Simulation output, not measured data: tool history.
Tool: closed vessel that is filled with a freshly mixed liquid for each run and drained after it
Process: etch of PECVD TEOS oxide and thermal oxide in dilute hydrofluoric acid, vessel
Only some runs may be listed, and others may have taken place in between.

run,hour,temperature setpoint of the liquid (K),parts of water to one part of 49 % hydrofluoric acid (parts by volume),time in the liquid (s),thickness taken off the PECVD TEOS oxide on a monitor wafer (angstrom),thickness taken off the thermal oxide on a monitor wafer (angstrom)
1,0,299.15,95,60,94.571,27.263
2,7.6,298.65,95,60,93.23,26.689
3,8.1,298.15,95,60,91.288,26.296
4,11.3,297.65,95,60,89.393,26.01
5,13.7,297.65,95,40,59.369,17.4
6,20.4,297.65,110,40,50.635,14.713

What does the tool deliver on the next run?
7,23.2,301.65,105,40,?,?

For run 7 the tool returned thickness taken off the PECVD TEOS oxide on a monitor wafer (angstrom) 61.546, thickness taken off the thermal oxide on a monitor wafer (angstrom) 18.143.
